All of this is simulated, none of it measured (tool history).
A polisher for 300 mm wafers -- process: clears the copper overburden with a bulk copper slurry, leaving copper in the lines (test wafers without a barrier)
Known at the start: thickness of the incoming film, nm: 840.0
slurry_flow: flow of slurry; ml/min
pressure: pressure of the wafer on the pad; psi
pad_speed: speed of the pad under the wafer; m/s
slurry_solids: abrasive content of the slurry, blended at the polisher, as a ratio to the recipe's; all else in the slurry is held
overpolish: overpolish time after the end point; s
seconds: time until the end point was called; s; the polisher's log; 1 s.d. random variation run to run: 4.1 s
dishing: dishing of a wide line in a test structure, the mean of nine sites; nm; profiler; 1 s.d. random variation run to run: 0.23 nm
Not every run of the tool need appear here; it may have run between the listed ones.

{"run": 1, "hour": 0.0, "slurry_flow": 190, "pressure": 2, "pad_speed": 1.12, "slurry_solids": 1, "overpolish": 15, "seconds": 121.86, "dishing": 66.818}
{"run": 2, "hour": 8.4, "slurry_flow": 190, "pressure": 2, "pad_speed": 1.34, "slurry_solids": 1, "overpolish": 15, "seconds": 103.74, "dishing": 74.481}
{"run": 3, "hour": 11.4, "slurry_flow": 190, "pressure": 2, "pad_speed": 1.34, "slurry_solids": 1, "overpolish": 17, "seconds": 103.11, "dishing": 82.61}
{"run": 4, "hour": 12.9, "slurry_flow": 175, "pressure": 1.8, "pad_speed": 1.3, "slurry_solids": 0.9, "overpolish": 15, "seconds": 120.91, "dishing": 67.118}
{"run": 5, "hour": 21.5, "slurry_flow": 175, "pressure": 1.8, "pad_speed": 1.3, "slurry_solids": 0.7, "overpolish": 15, "seconds": 128.5, "dishing": 63.476}
{"run": 6, "hour": 24.4, "slurry_flow": 195, "pressure": 1.6, "pad_speed": 1.24, "slurry_solids": 0.65, "overpolish": 13, "seconds": 148.22, "dishing": 50.412}
{"run": 7, "hour": 32.1, "slurry_flow": 215, "pressure": 1.5, "pad_speed": 1.2, "slurry_solids": 0.6, "overpolish": 11, "seconds": 161.83, "dishing": 41.155}
{"run": 8, "hour": 33.9, "slurry_flow": 230, "pressure": 1.4, "pad_speed": 1.18, "slurry_solids": 0.6, "overpolish": 10, "seconds": 176.9, "dishing": 34.622}
{"run": 9, "hour": 38.8, "slurry_flow": 240, "pressure": 1.3, "pad_speed": 1.16, "slurry_solids": 0.65, "overpolish": 9, "seconds": 185.92, "dishing": 30.571}
{"run": 10, "hour": 42.4, "slurry_flow": 240, "pressure": 1.3, "pad_speed": 1.16, "slurry_solids": 0.65, "overpolish": 9, "seconds": 191.06, "dishing": 30.455}
{"run": 11, "hour": 45.2, "slurry_flow": 250, "pressure": 1.3, "pad_speed": 1.16, "slurry_solids": 0.7, "overpolish": 8, "seconds": 182.9, "dishing": 27.202}
{"run": 12, "hour": 50.7, "slurry_flow": 255, "pressure": 1.2, "pad_speed": 1.14, "slurry_solids": 0.75, "overpolish": 8, "seconds": 201.58, "dishing": 25.846}
{"run": 13, "hour": 52.4, "slurry_flow": 205, "pressure": 1, "pad_speed": 1.14, "slurry_solids": 0.5, "overpolish": 4, "seconds": 267.09, "dishing": 10.44}
{"run": 14, "hour": 60.5, "slurry_flow": 220, "pressure": 1, "pad_speed": 1.14, "slurry_solids": 0.5, "overpolish": 4, "seconds": 256.27, "dishing": 10.63}
{"run": 15, "hour": 67.4, "slurry_flow": 230, "pressure": 1, "pad_speed": 1.12, "slurry_solids": 0.55, "overpolish": 4, "seconds": 257, "dishing": 10.574}
{"run": 16, "hour": 75.7, "slurry_flow": 235, "pressure": 1, "pad_speed": 1.1, "slurry_solids": 0.55, "overpolish": 4, "seconds": 252.61, "dishing": 10.321}
{"run": 17, "hour": 77.6, "slurry_flow": 225, "pressure": 1, "pad_speed": 1.12, "slurry_solids": 0.6, "overpolish": 4, "seconds": 257.67, "dishing": 10.344}

For run 18, what comes out?
{"run": 18, "hour": 85.1, "slurry_flow": 235, "pressure": 1, "pad_speed": 1.12, "slurry_solids": 0.6, "overpolish": 4, "seconds": "?", "dishing": "?"}

{"run 18": {"seconds": 256.39, "dishing": 10.856}}

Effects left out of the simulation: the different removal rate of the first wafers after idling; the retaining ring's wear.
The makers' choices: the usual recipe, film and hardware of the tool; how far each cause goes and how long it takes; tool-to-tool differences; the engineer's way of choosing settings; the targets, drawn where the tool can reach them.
